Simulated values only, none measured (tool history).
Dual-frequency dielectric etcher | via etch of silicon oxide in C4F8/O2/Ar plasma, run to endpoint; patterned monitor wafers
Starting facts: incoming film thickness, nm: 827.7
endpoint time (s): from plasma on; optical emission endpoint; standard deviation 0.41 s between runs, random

run,hour,source power (W),bias power (W),endpoint time (s)
1,0.0,2090,1797,151.89
2,1.7,2090,1509,161.05
3,6.4,2090,1278,170.89
4,14.7,2090,1517,160.04
5,23.1,2280,1578,152.26
6,28.8,2420,1606,146.25

Estimate the outcome of run 7 from the log above:
7,37.5,2510,1624,?

endpoint time (s): 143.52
